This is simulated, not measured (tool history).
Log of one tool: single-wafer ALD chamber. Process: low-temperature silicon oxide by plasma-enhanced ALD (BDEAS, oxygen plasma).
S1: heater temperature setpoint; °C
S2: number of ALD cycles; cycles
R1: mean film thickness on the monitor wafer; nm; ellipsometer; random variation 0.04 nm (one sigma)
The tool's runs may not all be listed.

| run | hour | S1 | S2 | R1 |
|---|---|---|---|---|
| 1 | 0.0 | 105 | 49 | 6.3780 |
| 2 | 2.6 | 104 | 51 | 6.6401 |
| 3 | 5.9 | 103 | 52 | 6.7805 |
| 4 | 9.4 | 94 | 52 | 6.9800 |
| 5 | 15.7 | 93 | 53 | 7.1202 |
| 6 | 17.1 | 93 | 46 | 6.1660 |
| 7 | 19.7 | 92 | 48 | 6.4394 |
| 8 | 25.4 | 91 | 50 | 6.7398 |
| 9 | 29.9 | 90 | 51 | 6.9003 |

The next listed run, before its measurement:
| 10 | 35.2 | 89 | 52 | ? |

R1: 7.0588 nm
